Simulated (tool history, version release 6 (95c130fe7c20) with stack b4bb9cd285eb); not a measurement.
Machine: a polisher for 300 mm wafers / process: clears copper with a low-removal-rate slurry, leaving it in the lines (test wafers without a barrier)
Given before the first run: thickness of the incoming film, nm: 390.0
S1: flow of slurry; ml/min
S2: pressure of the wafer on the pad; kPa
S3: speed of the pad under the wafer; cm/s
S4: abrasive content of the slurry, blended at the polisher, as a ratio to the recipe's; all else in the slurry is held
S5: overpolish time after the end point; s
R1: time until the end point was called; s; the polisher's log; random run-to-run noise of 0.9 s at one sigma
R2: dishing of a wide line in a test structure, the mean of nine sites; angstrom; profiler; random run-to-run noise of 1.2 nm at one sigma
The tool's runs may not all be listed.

Run 1, hour 0: S1 270 ml/min, S2 29 kPa, S3 102 cm/s, S4 1, S5 27 s. Result: R1 105.44 s, R2 466.4 angstrom.
Run 2, hour 6.2: S1 270 ml/min, S2 29 kPa, S3 86 cm/s, S4 1, S5 27 s. Result: R1 122.93 s, R2 442.22 angstrom.
Run 3, hour 11.5: S1 270 ml/min, S2 26.2 kPa, S3 86 cm/s, S4 1, S5 27 s. Result: R1 133.66 s, R2 394.21 angstrom.
Run 4, hour 18.9: S1 270 ml/min, S2 26.2 kPa, S3 86 cm/s, S4 1.2, S5 27 s. Result: R1 128.5 s, R2 418.06 angstrom.
Run 5, hour 27: S1 270 ml/min, S2 26.2 kPa, S3 86 cm/s, S4 1.2, S5 37 s. Result: R1 130.4 s, R2 502.96 angstrom.
Run 6, hour 28.1: S1 270 ml/min, S2 29.6 kPa, S3 88 cm/s, S4 1.2, S5 32 s. Result: R1 114.26 s, R2 513.85 angstrom.
At hour 30.4: head pressure recalibrated.
Run 7, hour 30.4: S1 270 ml/min, S2 32.4 kPa, S3 90 cm/s, S4 1.2, S5 27 s. Result: R1 112.08 s, R2 454.51 angstrom.

Estimate the outcome of run 8 from the log above:
Run 8, hour 31.4: S1 270 ml/min, S2 35.2 kPa, S3 96 cm/s, S4 1.2, S5 25 s. Result: R1 ?, R2 ?.

R1: 98.177 s
R2: 484.15 angstrom
